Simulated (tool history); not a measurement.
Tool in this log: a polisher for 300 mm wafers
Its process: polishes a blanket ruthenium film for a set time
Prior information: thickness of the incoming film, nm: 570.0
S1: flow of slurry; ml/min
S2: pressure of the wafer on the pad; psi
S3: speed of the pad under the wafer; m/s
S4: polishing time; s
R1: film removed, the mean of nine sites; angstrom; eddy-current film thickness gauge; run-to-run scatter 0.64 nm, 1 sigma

run	day	S1	S2	S3	S4	R1
1	0	140	2.2	1.18	30	390.85
2	0.279	145	2.3	1.18	30	411.53
3	0.508	145	2.4	1.18	30	415.75
4	0.683	145	2.5	1.18	30	444.05
5	0.938	120	2.5	1.18	30	425.44
6	1.238	135	2.5	1.18	30	438.09
7	1.379	140	2.6	1.18	30	456.51
8	1.558	145	2.7	1.18	30	476.11

Run 9, settings as shown, results not yet in. Your forecast:
9	1.858	150	2.9	1.18	30	?

R1: 517 angstrom
